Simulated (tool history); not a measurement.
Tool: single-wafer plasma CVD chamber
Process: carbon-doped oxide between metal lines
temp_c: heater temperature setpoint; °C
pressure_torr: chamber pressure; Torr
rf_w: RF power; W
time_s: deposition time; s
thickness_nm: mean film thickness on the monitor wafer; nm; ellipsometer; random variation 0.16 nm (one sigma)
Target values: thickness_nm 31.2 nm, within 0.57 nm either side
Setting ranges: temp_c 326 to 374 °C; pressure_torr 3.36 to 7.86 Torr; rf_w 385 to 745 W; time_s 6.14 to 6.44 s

{"run": 1, "hour": 0.0, "temp_c": 350, "pressure_torr": 5.61, "rf_w": 565, "time_s": 6.44, "thickness_nm": 37.003}
{"run": 2, "hour": 2.8, "temp_c": 343, "pressure_torr": 5.61, "rf_w": 565, "time_s": 6.44, "thickness_nm": 37.851}
{"run": 3, "hour": 4.1, "temp_c": 343, "pressure_torr": 5.61, "rf_w": 495, "time_s": 6.44, "thickness_nm": 35.213}
{"run": 4, "hour": 7.4, "temp_c": 343, "pressure_torr": 5.61, "rf_w": 495, "time_s": 6.14, "thickness_nm": 33.493}
{"run": 5, "hour": 16.2, "temp_c": 346, "pressure_torr": 5.39, "rf_w": 490, "time_s": 6.14, "thickness_nm": 33.303}
{"run": 6, "hour": 20.9, "temp_c": 346, "pressure_torr": 5.39, "rf_w": 490, "time_s": 6.14, "thickness_nm": 33.44}
{"hour": 22.6, "done": "RF generator calibrated"}
{"run": 7, "hour": 22.6, "temp_c": 348, "pressure_torr": 5.37, "rf_w": 475, "time_s": 6.14, "thickness_nm": 33.053}
{"run": 8, "hour": 29.2, "temp_c": 348, "pressure_torr": 5.35, "rf_w": 455, "time_s": 6.14, "thickness_nm": 32.325}
{"run": 9, "hour": 35.6, "temp_c": 348, "pressure_torr": 5.32, "rf_w": 445, "time_s": 6.14, "thickness_nm": 32.006}

Exercise: of the 5 proposed moves below, exactly one satisfies all targets within the stated allowed misses. Which move is it?
{"run": "A", "hour": 42.0, "temp_c": 341, "pressure_torr": 5.18, "rf_w": 445, "time_s": 6.14, "thickness_nm": "?"}
{"run": "B", "hour": 42.0, "temp_c": 348, "pressure_torr": 5.56, "rf_w": 425, "time_s": 6.38, "thickness_nm": "?"}
{"run": "C", "hour": 42.0, "temp_c": 343, "pressure_torr": 5.97, "rf_w": 390, "time_s": 6.29, "thickness_nm": "?"}
{"run": "D", "hour": 42.0, "temp_c": 346, "pressure_torr": 5.33, "rf_w": 465, "time_s": 6.14, "thickness_nm": "?"}
{"run": "E", "hour": 42.0, "temp_c": 350, "pressure_torr": 4.76, "rf_w": 450, "time_s": 6.41, "thickness_nm": "?"}

move=A thickness_nm=32.717
move=B thickness_nm=32.647
move=C thickness_nm=31.4
move=D thickness_nm=32.952
move=E thickness_nm=33.01
A: misses by more than the last run did
B: misses by more than the last run did
C: each result inside its tolerance
D: misses by more than the last run did
E: misses by more than the last run did
Move C is the one to make.
